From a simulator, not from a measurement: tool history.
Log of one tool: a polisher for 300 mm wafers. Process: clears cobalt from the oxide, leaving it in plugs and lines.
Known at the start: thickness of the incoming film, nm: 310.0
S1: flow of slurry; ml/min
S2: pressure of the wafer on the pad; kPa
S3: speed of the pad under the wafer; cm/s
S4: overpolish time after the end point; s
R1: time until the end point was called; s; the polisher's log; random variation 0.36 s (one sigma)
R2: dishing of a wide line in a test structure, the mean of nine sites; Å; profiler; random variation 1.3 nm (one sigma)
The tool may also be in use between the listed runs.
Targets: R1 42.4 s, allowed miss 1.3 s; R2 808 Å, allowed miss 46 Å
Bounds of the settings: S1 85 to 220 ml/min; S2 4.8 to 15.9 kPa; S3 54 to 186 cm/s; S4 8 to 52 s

run 1 day=0 | S1=140 S2=10.3 S3=118 S4=26 | R1=63.258 R2=634.14
run 2 day=0.258 | S1=140 S2=10.3 S3=118 S4=17 | R1=63.684 R2=500.85
run 3 day=0.304 | S1=145 S2=11.7 S3=118 S4=20 | R1=56.78 R2=601.74
run 4 day=0.546 | S1=145 S2=13.1 S3=118 S4=20 | R1=50.169 R2=624.99
run 5 day=0.738 | S1=150 S2=13.8 S3=118 S4=22 | R1=47.834 R2=696.23
run 6 day=0.917 | S1=150 S2=13.8 S3=118 S4=17 | R1=47.641 R2=596.75
run 7 day=1.267 | S1=150 S2=13.8 S3=118 S4=17 | R1=47.493 R2=591.91
run 8 day=1.617 | S1=150 S2=14.5 S3=118 S4=20 | R1=44.772 R2=659.21

Which of these 4 next moves meets every target?
run A day=1.967 | S1=125 S2=15.9 S3=112 S4=24 | R1=? R2=?
run B day=1.967 | S1=165 S2=14.5 S3=126 S4=32 | R1=? R2=?
run C day=1.967 | S1=155 S2=15.9 S3=98 S4=29 | R1=? R2=?
run D day=1.967 | S1=145 S2=15.9 S3=108 S4=33 | R1=? R2=?

move=A R1=44.864 R2=711.37
move=B R1=42.211 R2=789.4
move=C R1=47.667 R2=744.19
move=D R1=44.74 R2=784.6
A: nearer than the last run, and not there yet
B: meets every target
C: further off than the last run
D: brings the result that was furthest off to its target, and leaves another outside
Answer: B
